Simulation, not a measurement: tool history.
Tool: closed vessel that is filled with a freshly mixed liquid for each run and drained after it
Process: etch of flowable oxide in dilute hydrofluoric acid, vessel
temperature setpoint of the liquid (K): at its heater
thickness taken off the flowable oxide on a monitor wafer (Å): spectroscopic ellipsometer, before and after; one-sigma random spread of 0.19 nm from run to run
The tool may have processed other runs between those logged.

run,day,temperature setpoint of the liquid (K),parts of water to one part of 49 % hydrofluoric acid (parts by volume),time in the liquid (s),thickness taken off the flowable oxide on a monitor wafer (Å)
1,0,296.15,70,30,190.74
2,0.283,296.15,70,30,188.26
3,0.321,297.65,70,30,199.17
4,0.658,294.65,70,30,175.97
5,0.9,296.15,70,30,187.22
6,1.138,297.65,70,30,199.02
7,1.5,298.65,70,30,209.79
8,1.85,299.65,70,30,216.27
9,1.942,300.65,70,30,226.99
10,2.258,301.15,70,30,231.98
11,2.492,301.65,70,30,233.35
12,2.542,302.15,70,30,237.77
13,2.892,302.65,70,30,239.9
14,3.246,303.15,70,30,249.2
15,3.583,303.65,65,30,276.3
16,3.775,304.15,65,30,280.4

What does the tool deliver on the next run?
17,3.996,304.15,60,30,?

Run 17 gave thickness taken off the flowable oxide on a monitor wafer (Å) 304.27.
